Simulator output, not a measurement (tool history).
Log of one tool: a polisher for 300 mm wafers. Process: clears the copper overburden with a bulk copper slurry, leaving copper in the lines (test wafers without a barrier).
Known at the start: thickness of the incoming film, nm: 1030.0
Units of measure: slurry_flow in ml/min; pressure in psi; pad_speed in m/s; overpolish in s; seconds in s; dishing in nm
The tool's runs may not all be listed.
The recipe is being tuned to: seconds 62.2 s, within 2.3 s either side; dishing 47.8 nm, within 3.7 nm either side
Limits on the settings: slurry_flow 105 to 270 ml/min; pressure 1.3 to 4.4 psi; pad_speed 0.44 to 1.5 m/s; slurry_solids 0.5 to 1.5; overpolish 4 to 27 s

run 1 hour=0 | slurry_flow=175 pressure=2.8 pad_speed=0.96 slurry_solids=1 overpolish=14 | seconds=103.41 dishing=45.193
run 2 hour=8.9 | slurry_flow=175 pressure=2.8 pad_speed=0.76 slurry_solids=1 overpolish=14 | seconds=128.2 dishing=41.049
run 3 hour=10.1 | slurry_flow=135 pressure=2.8 pad_speed=0.76 slurry_solids=1 overpolish=14 | seconds=135.21 dishing=40.375
run 4 hour=11.7 | slurry_flow=150 pressure=3.3 pad_speed=0.8 slurry_solids=1 overpolish=13 | seconds=112.47 dishing=42.098
run 5 hour=18.7 | slurry_flow=170 pressure=3.7 pad_speed=0.88 slurry_solids=1 overpolish=12 | seconds=94.23 dishing=43.327
run 6 hour=25.1 | slurry_flow=175 pressure=3.9 pad_speed=0.96 slurry_solids=1 overpolish=12 | seconds=80.6 dishing=45.404
run 7 hour=28.5 | slurry_flow=180 pressure=4.1 pad_speed=1 slurry_solids=1 overpolish=12 | seconds=73.749 dishing=45.185
run 8 hour=30.5 | slurry_flow=180 pressure=4.1 pad_speed=1 slurry_solids=1 overpolish=12 | seconds=74.857 dishing=45.954
run 9 hour=36 | slurry_flow=185 pressure=4.2 pad_speed=1.04 slurry_solids=1 overpolish=12 | seconds=70.728 dishing=46.323
run 10 hour=40.3 | slurry_flow=185 pressure=4.3 pad_speed=1.06 slurry_solids=1 overpolish=12 | seconds=67.905 dishing=46.033

Below are 5 possible settings for the next run. Only one of them brings all results inside the allowed miss of their targets. Which is it?
run A hour=44.6 | slurry_flow=195 pressure=4.3 pad_speed=1.14 slurry_solids=1.05 overpolish=15 | seconds=? dishing=?
run B hour=44.6 | slurry_flow=185 pressure=4.4 pad_speed=1.28 slurry_solids=0.85 overpolish=14 | seconds=? dishing=?
run C hour=44.6 | slurry_flow=150 pressure=4.4 pad_speed=1.28 slurry_solids=1 overpolish=12 | seconds=? dishing=?
run D hour=44.6 | slurry_flow=195 pressure=4.4 pad_speed=1.24 slurry_solids=1.05 overpolish=12 | seconds=? dishing=?
run E hour=44.6 | slurry_flow=180 pressure=4.4 pad_speed=1.22 slurry_solids=1 overpolish=12 | seconds=? dishing=?

move=A seconds=61.796 dishing=48.479
move=B seconds=57.991 dishing=48.507
move=C seconds=57.486 dishing=48.018
move=D seconds=55.956 dishing=48.126
move=E seconds=58.329 dishing=47.956
A: meets every target
B: the result that was furthest off in the last run now lies on the other side of its target
C: the result that was furthest off in the last run now lies on the other side of its target
D: the result that was furthest off in the last run now lies on the other side of its target
E: the result that was furthest off in the last run now lies on the other side of its target
A is the move that brings every result within its allowed miss.

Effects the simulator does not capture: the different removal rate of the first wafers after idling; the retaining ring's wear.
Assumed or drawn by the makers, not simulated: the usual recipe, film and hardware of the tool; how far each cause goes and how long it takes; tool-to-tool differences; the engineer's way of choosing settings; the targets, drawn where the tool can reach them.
